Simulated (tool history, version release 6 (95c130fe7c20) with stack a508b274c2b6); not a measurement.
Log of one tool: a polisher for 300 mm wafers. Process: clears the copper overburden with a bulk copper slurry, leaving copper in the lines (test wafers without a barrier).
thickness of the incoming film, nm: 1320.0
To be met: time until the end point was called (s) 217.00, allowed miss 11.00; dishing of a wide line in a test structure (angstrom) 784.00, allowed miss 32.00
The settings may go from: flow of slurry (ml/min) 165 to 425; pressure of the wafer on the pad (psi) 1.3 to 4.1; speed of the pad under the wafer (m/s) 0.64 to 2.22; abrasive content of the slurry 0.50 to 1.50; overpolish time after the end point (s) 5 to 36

run  hour  flow of slurry (ml/min)  pressure of the wafer on the pad (psi)  speed of the pad under the wafer (m/s)  abrasive content of the slurry  overpolish time after the end point (s)  time until the end point was called (s)  dishing of a wide line in a test structure (angstrom)
  1   0.0                      275                                     2.7                                    1.42                            1.00                                       18                                   122.69                                                 955.85
  2   0.6                      275                                     2.7                                    1.42                            1.15                                       18                                   114.86                                                 986.19
  3   1.4                      275                                     2.5                                    1.40                            1.15                                       19                                   124.98                                                 935.75
  4   6.5                      210                                     2.5                                    1.40                            1.15                                       19                                   128.79                                                 922.03
  5  13.8                      265                                     2.5                                    1.40                            1.15                                       19                                   124.68                                                 962.95
  6  15.0                      265                                     2.3                                    1.36                            1.15                                       20                                   139.26                                                 907.48
  7  17.0                      265                                     2.1                                    1.34                            1.15                                       21                                   153.70                                                 864.51
  8  21.9                      265                                     2.0                                    1.32                            1.15                                       22                                   163.15                                                 857.37
  9  25.8                      265                                     1.9                                    1.32                            1.15                                       23                                   170.20                                                 846.87
 10  28.0                      265                                     1.8                                    1.32                            1.15                                       24                                   177.42                                                 835.13
 11  35.9                      265                                     1.7                                    1.32                            1.15                                       25                                   188.87                                                 816.89

Which of these 4 next moves meets every target?
  A  43.8                      170                                     1.6                                    1.70                            1.05                                       21                                        ?                                                      ?
  B  43.8                      285                                     1.7                                    1.74                            1.10                                       21                                        ?                                                      ?
  C  43.8                      195                                     1.7                                    1.16                            1.10                                       27                                        ?                                                      ?
  D  43.8                      270                                     1.7                                    1.24                            1.30                                       29                                        ?                                                      ?

move  time until the end point was called (s)  dishing of a wide line in a test structure (angstrom)
   A                                   178.55                                                 744.01
   B                                   153.68                                                 820.77
   C                                   213.31                                                 785.89
   D                                   187.92                                                 875.66
A: further off than the last run
B: further off than the last run
C: meets every target
D: further off than the last run
Move C is the one to make.
